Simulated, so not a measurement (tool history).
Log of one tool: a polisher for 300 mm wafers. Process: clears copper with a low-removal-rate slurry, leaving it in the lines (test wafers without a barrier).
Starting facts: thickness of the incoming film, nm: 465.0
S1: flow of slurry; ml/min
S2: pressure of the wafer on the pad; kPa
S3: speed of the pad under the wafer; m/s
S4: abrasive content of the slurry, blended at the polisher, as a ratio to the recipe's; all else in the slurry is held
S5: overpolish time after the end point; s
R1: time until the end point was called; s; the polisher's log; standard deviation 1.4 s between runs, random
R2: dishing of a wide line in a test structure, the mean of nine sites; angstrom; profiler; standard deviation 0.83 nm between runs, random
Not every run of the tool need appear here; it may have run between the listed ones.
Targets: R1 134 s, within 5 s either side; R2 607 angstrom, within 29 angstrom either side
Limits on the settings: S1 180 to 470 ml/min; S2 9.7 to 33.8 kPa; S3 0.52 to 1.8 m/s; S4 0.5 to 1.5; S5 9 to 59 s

Run 1, hour 0: S1 300 ml/min, S2 21.4 kPa, S3 1.16 m/s, S4 1, S5 30 s. Result: R1 107.48 s, R2 827.27 angstrom.
Run 2, hour 3.3: S1 300 ml/min, S2 20.7 kPa, S3 1.16 m/s, S4 1, S5 29 s. Result: R1 112.31 s, R2 809 angstrom.
Run 3, hour 6.9: S1 300 ml/min, S2 20 kPa, S3 1.16 m/s, S4 1, S5 28 s. Result: R1 111.57 s, R2 772.26 angstrom.
Run 4, hour 9.9: S1 300 ml/min, S2 24.1 kPa, S3 1.16 m/s, S4 1, S5 28 s. Result: R1 100.1 s, R2 867.66 angstrom.
Run 5, hour 15.4: S1 300 ml/min, S2 22.8 kPa, S3 1.16 m/s, S4 1, S5 28 s. Result: R1 104.24 s, R2 845.41 angstrom.
Run 6, hour 19.9: S1 300 ml/min, S2 22.1 kPa, S3 1.16 m/s, S4 1, S5 28 s. Result: R1 105.42 s, R2 810.63 angstrom.
Run 7, hour 21.8: S1 300 ml/min, S2 21.4 kPa, S3 1.16 m/s, S4 1, S5 28 s. Result: R1 107.36 s, R2 797.82 angstrom.
Run 8, hour 23.3: S1 300 ml/min, S2 20.7 kPa, S3 1.16 m/s, S4 1, S5 28 s. Result: R1 109.13 s, R2 772.5 angstrom.

Which of these 5 next moves meets every target?
Run A, hour 24.8: S1 340 ml/min, S2 18.6 kPa, S3 0.98 m/s, S4 1.05, S5 24 s. Result: R1 ?, R2 ?.
Run B, hour 24.8: S1 310 ml/min, S2 12.4 kPa, S3 1.1 m/s, S4 1.2, S5 36 s. Result: R1 ?, R2 ?.
Run C, hour 24.8: S1 335 ml/min, S2 20.7 kPa, S3 1.04 m/s, S4 1.1, S5 27 s. Result: R1 ?, R2 ?.
Run D, hour 24.8: S1 290 ml/min, S2 17.2 kPa, S3 0.9 m/s, S4 1.1, S5 45 s. Result: R1 ?, R2 ?.
Run E, hour 24.8: S1 320 ml/min, S2 22.1 kPa, S3 1.12 m/s, S4 0.8, S5 49 s. Result: R1 ?, R2 ?.

move      R1      R2
   A  136.09  593.92
   B   158.7  696.36
   C  119.39   720.9
   D  155.25  843.18
   E  112.54  1100.3
A: meets every target
B: an improvement on the last run, though not all results are within tolerance
C: an improvement on the last run, though not all results are within tolerance
D: its largest miss is bigger than the last run's
E: its largest miss is bigger than the last run's
Answer: A

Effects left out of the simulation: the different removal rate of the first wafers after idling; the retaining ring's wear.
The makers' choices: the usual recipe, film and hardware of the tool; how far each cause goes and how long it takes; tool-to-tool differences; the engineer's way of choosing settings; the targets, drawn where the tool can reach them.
